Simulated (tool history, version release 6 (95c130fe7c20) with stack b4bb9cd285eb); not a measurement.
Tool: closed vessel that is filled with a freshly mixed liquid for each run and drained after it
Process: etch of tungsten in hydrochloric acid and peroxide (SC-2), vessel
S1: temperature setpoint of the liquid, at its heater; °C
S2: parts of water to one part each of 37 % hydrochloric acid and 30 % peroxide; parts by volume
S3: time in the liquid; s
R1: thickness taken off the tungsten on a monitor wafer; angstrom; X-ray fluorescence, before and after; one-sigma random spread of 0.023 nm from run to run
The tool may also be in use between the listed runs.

{"run": 1, "hour": 0.0, "S1": 52, "S2": 11.5, "S3": 35, "R1": 125.16}
{"run": 2, "hour": 1.1, "S1": 48.5, "S2": 11.5, "S3": 35, "R1": 98.869}
{"run": 3, "hour": 10.1, "S1": 43, "S2": 11.5, "S3": 35, "R1": 68.549}
{"run": 4, "hour": 12.6, "S1": 42.5, "S2": 11.5, "S3": 35, "R1": 65.616}
{"run": 5, "hour": 15.3, "S1": 42.5, "S2": 11.5, "S3": 35, "R1": 66.219}
{"run": 6, "hour": 23.8, "S1": 42, "S2": 11.5, "S3": 35, "R1": 63.536}
{"run": 7, "hour": 33.1, "S1": 41.5, "S2": 11.5, "S3": 35, "R1": 61.921}

Predict the results of run 8:
{"run": 8, "hour": 36.9, "S1": 41, "S2": 11.5, "S3": 35, "R1": "?"}

R1: 59.623 angstrom
